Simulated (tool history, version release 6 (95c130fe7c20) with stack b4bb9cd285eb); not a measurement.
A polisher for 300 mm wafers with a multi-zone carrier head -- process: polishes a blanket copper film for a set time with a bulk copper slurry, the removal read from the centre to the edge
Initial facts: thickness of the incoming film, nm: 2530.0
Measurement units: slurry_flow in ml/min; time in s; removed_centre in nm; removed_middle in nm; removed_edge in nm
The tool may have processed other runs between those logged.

run,day,slurry_flow,centre_zone,middle_zone,edge_zone,slurry_solids,time,removed_centre,removed_middle,removed_edge
1,0.000,295,1.00,1.00,1.00,1.00,52,524.70,553.46,544.20
2,0.358,295,1.00,1.00,1.00,1.10,52,540.69,547.55,556.32
3,0.725,295,1.00,1.00,1.00,1.10,42,432.36,440.78,450.90
4,0.933,295,1.00,1.00,1.00,1.10,48,497.71,510.71,510.15
5,1.096,295,1.00,1.00,1.00,0.90,48,470.97,483.07,487.05
6,1.217,355,1.00,1.00,1.00,0.90,48,485.01,486.26,494.15
7,1.275,360,1.02,1.00,1.03,1.05,50,536.00,526.48,538.94
8,1.404,365,1.03,0.99,1.05,1.15,52,567.49,550.70,578.48
9,1.571,365,1.03,0.99,1.05,1.15,52,585.41,554.79,590.01
10,1.604,365,1.04,1.00,1.07,1.25,52,590.58,584.68,592.65

Run 11, settings as shown, results not yet in. Your forecast:
11,1.896,370,1.05,0.99,1.08,1.30,53,?,?,?

removed_centre: 619.27 nm
removed_middle: 603.11 nm
removed_edge: 625.54 nm

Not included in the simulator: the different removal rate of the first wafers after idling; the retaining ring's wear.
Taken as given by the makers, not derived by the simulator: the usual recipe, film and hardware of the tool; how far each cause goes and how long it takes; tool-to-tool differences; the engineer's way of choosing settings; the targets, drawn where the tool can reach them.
